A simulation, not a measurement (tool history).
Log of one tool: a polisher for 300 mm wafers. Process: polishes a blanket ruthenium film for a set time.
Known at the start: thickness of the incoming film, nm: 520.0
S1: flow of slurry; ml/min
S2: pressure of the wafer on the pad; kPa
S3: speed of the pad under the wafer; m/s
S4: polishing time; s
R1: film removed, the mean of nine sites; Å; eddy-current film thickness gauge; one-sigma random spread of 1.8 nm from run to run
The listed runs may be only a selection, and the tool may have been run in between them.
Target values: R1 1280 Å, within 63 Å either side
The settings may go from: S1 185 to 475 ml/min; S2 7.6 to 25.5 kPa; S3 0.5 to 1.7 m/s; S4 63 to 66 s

run,hour,S1,S2,S3,S4,R1
1,0,305,16.5,1.1,63,1001.7
2,1.3,305,16.5,0.84,63,850.51
3,2.5,305,19.3,0.84,63,986.58
4,7.2,305,20.7,0.86,63,1056.2
5,13.6,265,20.7,0.86,63,1049.9
6,22.1,265,20.7,0.64,63,917.01
7,28.5,265,22.1,0.68,63,1017.6
8,31.5,265,22.8,0.7,63,1041.3
9,35.3,265,23.4,0.74,63,1094

Below are 4 possible settings for the next run. Only one of them brings all results inside the allowed miss of their targets. Which is it?
A,39.1,295,25.5,0.82,64,?
B,39.1,235,20,0.68,63,?
C,39.1,290,25.5,0.96,64,?
D,39.1,190,16.5,0.78,66,?

move,R1
A,1309.7
B,899.87
C,1425.9
D,813.55
A: every result within its allowed miss
B: the biggest miss grows against the last run
C: takes the result that was furthest off past its target
D: the biggest miss grows against the last run
A meets every target.
